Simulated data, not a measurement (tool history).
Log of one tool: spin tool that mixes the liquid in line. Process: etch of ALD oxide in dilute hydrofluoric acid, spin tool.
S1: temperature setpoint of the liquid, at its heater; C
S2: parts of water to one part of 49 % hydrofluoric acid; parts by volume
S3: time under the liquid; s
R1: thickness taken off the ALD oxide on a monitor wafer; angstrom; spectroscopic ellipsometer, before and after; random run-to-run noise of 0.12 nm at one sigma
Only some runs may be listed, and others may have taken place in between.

Run 1, hour 0.0: S1 25.0 C, S2 75 parts by volume, S3 60 s. Result: R1 109.07 angstrom.
Run 2, hour 1.4: S1 25.0 C, S2 75 parts by volume, S3 60 s. Result: R1 112.01 angstrom.
Run 3, hour 8.6: S1 27.0 C, S2 75 parts by volume, S3 60 s. Result: R1 119.22 angstrom.
Run 4, hour 11.3: S1 24.5 C, S2 75 parts by volume, S3 60 s. Result: R1 108.98 angstrom.
Run 5, hour 19.4: S1 27.0 C, S2 75 parts by volume, S3 60 s. Result: R1 119.64 angstrom.
Run 6, hour 28.0: S1 24.0 C, S2 75 parts by volume, S3 60 s. Result: R1 105.85 angstrom.

The next listed run, before its measurement:
Run 7, hour 31.5: S1 28.0 C, S2 75 parts by volume, S3 60 s. Result: R1 ?.

R1: 124.38 angstrom
